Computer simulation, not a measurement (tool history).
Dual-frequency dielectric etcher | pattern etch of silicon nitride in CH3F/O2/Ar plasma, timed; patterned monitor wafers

run	hour	source power (W)	bias power (W)	etch time (s)	mean etch depth across the wafer (Å)
1	0.0	310	95	96.5	588.55
2	6.2	360	95	96.5	612.03
3	8.6	410	95	96.5	637.73
4	12.7	410	95	100.5	659.37
5	15.9	360	83	99.0	609.13
6	19.8	360	76	99.0	593.48
7	24.3	300	66	98.5	544.48
8	30.1	270	63	98.0	524.70

Run 9 has not been measured yet. What should we expect?
9	34.3	250	61	98.0	?

{"run 9": {"mean etch depth across the wafer (Å)": 506.09}}

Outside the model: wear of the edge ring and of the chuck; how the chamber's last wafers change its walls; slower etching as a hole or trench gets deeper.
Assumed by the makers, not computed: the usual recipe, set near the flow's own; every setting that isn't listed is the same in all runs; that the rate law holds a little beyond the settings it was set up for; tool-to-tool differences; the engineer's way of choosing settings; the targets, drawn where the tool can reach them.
